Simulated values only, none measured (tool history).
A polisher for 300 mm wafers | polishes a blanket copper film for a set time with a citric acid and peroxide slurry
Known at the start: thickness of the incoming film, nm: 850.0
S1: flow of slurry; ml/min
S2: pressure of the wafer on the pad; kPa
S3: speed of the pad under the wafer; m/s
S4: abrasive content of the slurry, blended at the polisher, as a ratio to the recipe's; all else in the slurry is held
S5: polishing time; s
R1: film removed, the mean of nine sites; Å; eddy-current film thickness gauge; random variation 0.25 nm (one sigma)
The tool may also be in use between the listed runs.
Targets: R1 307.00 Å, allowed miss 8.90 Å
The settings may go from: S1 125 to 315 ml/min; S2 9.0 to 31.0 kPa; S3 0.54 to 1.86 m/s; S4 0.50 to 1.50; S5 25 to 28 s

Run 1, hour 0.0: S1 205 ml/min, S2 20.0 kPa, S3 1.18 m/s, S4 1.00, S5 28 s. Result: R1 584.00 Å.
Run 2, hour 3.0: S1 205 ml/min, S2 18.6 kPa, S3 1.16 m/s, S4 1.00, S5 28 s. Result: R1 559.05 Å.
Run 3, hour 8.4: S1 205 ml/min, S2 17.2 kPa, S3 1.12 m/s, S4 1.00, S5 28 s. Result: R1 515.95 Å.
Run 4, hour 11.6: S1 240 ml/min, S2 17.2 kPa, S3 1.12 m/s, S4 1.00, S5 28 s. Result: R1 522.82 Å.
Run 5, hour 19.9: S1 240 ml/min, S2 16.5 kPa, S3 1.08 m/s, S4 1.00, S5 28 s. Result: R1 485.63 Å.
At hour 23.2: slurry nozzle cleaned.
Run 6, hour 23.2: S1 240 ml/min, S2 16.5 kPa, S3 0.84 m/s, S4 1.00, S5 28 s. Result: R1 395.37 Å.
Run 7, hour 27.5: S1 240 ml/min, S2 15.9 kPa, S3 0.84 m/s, S4 1.00, S5 28 s. Result: R1 389.10 Å.
Run 8, hour 29.8: S1 240 ml/min, S2 15.2 kPa, S3 0.84 m/s, S4 1.00, S5 28 s. Result: R1 371.01 Å.
Run 9, hour 34.9: S1 235 ml/min, S2 14.5 kPa, S3 0.84 m/s, S4 1.00, S5 28 s. Result: R1 358.95 Å.
Run 10, hour 36.9: S1 230 ml/min, S2 14.5 kPa, S3 0.84 m/s, S4 1.00, S5 28 s. Result: R1 357.83 Å.
Run 11, hour 40.2: S1 225 ml/min, S2 14.5 kPa, S3 0.84 m/s, S4 1.00, S5 28 s. Result: R1 353.98 Å.

5 next moves are on the table. One of them brings every result within its allowed miss. Which?
Run A, hour 43.5: S1 255 ml/min, S2 13.8 kPa, S3 0.78 m/s, S4 0.80, S5 25 s. Result: R1 ?.
Run B, hour 43.5: S1 215 ml/min, S2 17.2 kPa, S3 0.66 m/s, S4 1.00, S5 25 s. Result: R1 ?.
Run C, hour 43.5: S1 250 ml/min, S2 15.9 kPa, S3 0.72 m/s, S4 0.95, S5 28 s. Result: R1 ?.
Run D, hour 43.5: S1 220 ml/min, S2 9.0 kPa, S3 1.08 m/s, S4 1.05, S5 25 s. Result: R1 ?.
Run E, hour 43.5: S1 215 ml/min, S2 15.9 kPa, S3 1.00 m/s, S4 0.95, S5 28 s. Result: R1 ?.

move      R1
   A  284.83
   B  287.68
   C  332.72
   D  312.39
   E  448.51
A: takes the result that was furthest off past its target
B: takes the result that was furthest off past its target
C: nearer than the last run, and not there yet
D: meets every target
E: further off than the last run
The right move is D.

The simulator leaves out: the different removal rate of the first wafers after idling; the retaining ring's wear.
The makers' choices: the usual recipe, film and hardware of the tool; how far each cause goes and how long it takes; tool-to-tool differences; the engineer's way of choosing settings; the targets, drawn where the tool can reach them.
